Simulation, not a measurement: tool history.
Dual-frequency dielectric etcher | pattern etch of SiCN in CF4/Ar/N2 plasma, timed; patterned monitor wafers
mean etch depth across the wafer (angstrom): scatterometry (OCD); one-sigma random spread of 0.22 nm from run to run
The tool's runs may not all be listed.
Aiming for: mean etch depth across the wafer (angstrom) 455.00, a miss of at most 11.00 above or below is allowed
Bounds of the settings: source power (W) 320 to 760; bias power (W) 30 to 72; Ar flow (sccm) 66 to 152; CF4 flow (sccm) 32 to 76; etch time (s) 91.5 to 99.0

run,hour,source power (W),bias power (W),Ar flow (sccm),CF4 flow (sccm),etch time (s),mean etch depth across the wafer (angstrom)
1,0.0,540,51,109,54,99.0,773.54
2,7.7,470,45,116,52,98.0,624.42
3,12.0,470,45,116,44,98.0,603.77
4,14.7,470,45,116,53,98.0,630.07
5,16.0,420,43,117,53,98.0,547.08
6,21.7,420,43,117,57,98.0,555.51
7,30.7,420,43,117,57,98.0,557.73
8,37.1,390,43,117,57,98.0,507.88
9,43.5,380,43,117,57,98.0,494.96
10,45.4,380,43,117,57,98.0,492.08
11,47.6,370,43,117,57,98.0,482.24

4 candidate next runs follow, results not yet known. Just one meets every target within its allowed miss. Identify it.
A,49.8,380,32,102,55,99.0,?
B,49.8,360,39,94,55,92.5,?
C,49.8,390,36,99,42,98.5,?
D,49.8,370,43,115,59,99.0,?

move,mean etch depth across the wafer (angstrom)
A,477.79
B,449.00
C,479.14
D,489.39
A: nearer the targets than the last run, but a result is still out of spec
B: every result within its allowed miss
C: nearer the targets than the last run, but a result is still out of spec
D: moves away from the targets compared with the last run
The right move is B.
